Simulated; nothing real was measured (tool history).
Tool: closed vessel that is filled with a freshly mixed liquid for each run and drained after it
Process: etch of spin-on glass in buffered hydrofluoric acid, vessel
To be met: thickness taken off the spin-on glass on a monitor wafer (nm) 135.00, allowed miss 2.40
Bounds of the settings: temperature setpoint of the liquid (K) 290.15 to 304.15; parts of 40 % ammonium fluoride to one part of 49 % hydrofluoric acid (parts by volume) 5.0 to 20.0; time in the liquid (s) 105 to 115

run    day  temperature setpoint of the liquid (K)  parts of 40 % ammonium fluoride to one part of 49 % hydrofluoric acid (parts by volume)  time in the liquid (s)  thickness taken off the spin-on glass on a monitor wafer (nm)
  1  0.000                                  296.15                                                                                     12.0                     105                                                         220.19
  2  0.042                                  294.15                                                                                     12.5                     105                                                         187.69
  3  0.288                                  294.15                                                                                     10.5                     105                                                         222.58
  4  0.412                                  292.65                                                                                     11.5                     105                                                         189.40
  5  0.500                                  290.15                                                                                     11.5                     105                                                         162.30
  6  0.838                                  290.15                                                                                     11.5                     115                                                         180.03
  7  0.892                                  290.15                                                                                     12.5                     115                                                         166.01
  8  0.983                                  290.15                                                                                     13.0                     115                                                         158.38
  9  1.312                                  290.15                                                                                     13.5                     115                                                         153.98
 10  1.679                                  290.15                                                                                     14.0                     115                                                         147.49

Which of these 5 next moves meets every target?
  A  2.046                                  290.15                                                                                     14.0                     105                                                              ?
  B  2.046                                  290.65                                                                                     14.5                     110                                                              ?
  C  2.046                                  291.15                                                                                     12.5                     105                                                              ?
  D  2.046                                  291.15                                                                                     15.0                     110                                                              ?
  E  2.046                                  290.15                                                                                     14.5                     105                                                              ?

move  thickness taken off the spin-on glass on a monitor wafer (nm)
   A                                                         134.27
   B                                                         139.83
   C                                                         158.87
   D                                                         139.15
   E                                                         129.72
A: meets every target
B: nearer than the last run, and not there yet
C: further off than the last run
D: nearer than the last run, and not there yet
E: takes the result that was furthest off past its target
Move A is the one to make.
